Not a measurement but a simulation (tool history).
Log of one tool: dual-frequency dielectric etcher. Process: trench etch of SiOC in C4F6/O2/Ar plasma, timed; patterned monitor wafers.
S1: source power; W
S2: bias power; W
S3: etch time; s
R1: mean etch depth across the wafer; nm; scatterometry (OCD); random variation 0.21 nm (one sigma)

run,day,S1,S2,S3,R1
1,0,400,246,22.5,50.12
2,0.367,400,206,22.5,47.318
3,0.592,370,206,22.5,44.855
4,0.65,390,207,22.5,46.794
5,0.817,390,207,23.5,48.613
6,1.071,400,207,23.5,49.319
7,1.188,410,207,23.5,50.064
8,1.429,420,207,23.5,50.907
9,1.525,430,207,23.5,51.497

Run 10 comes next. What will it give?
10,1.838,450,208,23.5,?

Run 10 gave R1 52.976 nm.
